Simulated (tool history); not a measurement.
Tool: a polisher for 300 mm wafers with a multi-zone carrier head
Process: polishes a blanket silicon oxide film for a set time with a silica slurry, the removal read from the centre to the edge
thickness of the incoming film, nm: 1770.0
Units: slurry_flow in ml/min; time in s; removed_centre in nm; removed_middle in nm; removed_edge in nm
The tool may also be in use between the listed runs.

run	day	slurry_flow	centre_zone	middle_zone	edge_zone	slurry_solids	time	removed_centre	removed_middle	removed_edge
1	0.000	320	1.00	1.00	1.00	1.00	48	196.43	198.80	201.87
2	0.367	320	1.04	1.00	1.00	1.00	48	208.95	200.99	201.84
3	0.667	320	1.04	1.00	0.96	1.00	48	208.83	200.21	200.59
4	1.025	325	1.07	1.02	0.97	1.10	49	230.94	219.35	214.37
5	1.096	325	1.07	1.02	0.94	1.10	49	228.21	220.56	208.12
6	1.250	325	1.07	0.94	0.94	1.10	49	226.98	204.55	211.45
7	1.475	335	1.10	0.97	0.96	1.20	50	252.06	223.48	231.17
8	1.733	345	1.12	1.00	0.96	1.25	51	260.66	239.67	237.67

Run 9 comes next. What will it give?
9	2.096	340	1.14	1.00	0.94	1.30	53	?	?	?

{"run 9": {"removed_centre": 284.3, "removed_middle": 250.62, "removed_edge": 248.25}}
